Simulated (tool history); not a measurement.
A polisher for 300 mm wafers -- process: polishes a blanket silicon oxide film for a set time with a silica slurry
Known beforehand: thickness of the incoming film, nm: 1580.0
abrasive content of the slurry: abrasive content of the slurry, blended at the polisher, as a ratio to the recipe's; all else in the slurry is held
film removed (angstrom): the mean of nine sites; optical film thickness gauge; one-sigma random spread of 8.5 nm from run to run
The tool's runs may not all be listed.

run  hour  flow of slurry (ml/min)  pressure of the wafer on the pad (kPa)  speed of the pad under the wafer (m/s)  abrasive content of the slurry  polishing time (s)  film removed (angstrom)
  1   0.0                      260                                    29.0                                    1.10                             1.0                 107                   4254.8
  2   4.4                      325                                    29.0                                    1.10                             1.0                 107                   4302.3
  3  12.8                      325                                    31.0                                    1.10                             1.0                 107                   4578.7
  4  19.5                      325                                    31.0                                    0.90                             1.0                 107                   3955.6
  5  23.8                      325                                    33.1                                    0.90                             1.0                 107                   4239.3
  6  30.1                      325                                    33.1                                    0.80                             1.0                 107                   3889.1
  7  38.3                      325                                    35.2                                    0.82                             1.0                 107                   4305.1

For run 8, what comes out?
  8  39.0                      325                                    36.5                                    0.82                             1.0                 107                        ?

{"run 8": {"film removed (angstrom)": 4395.6}}
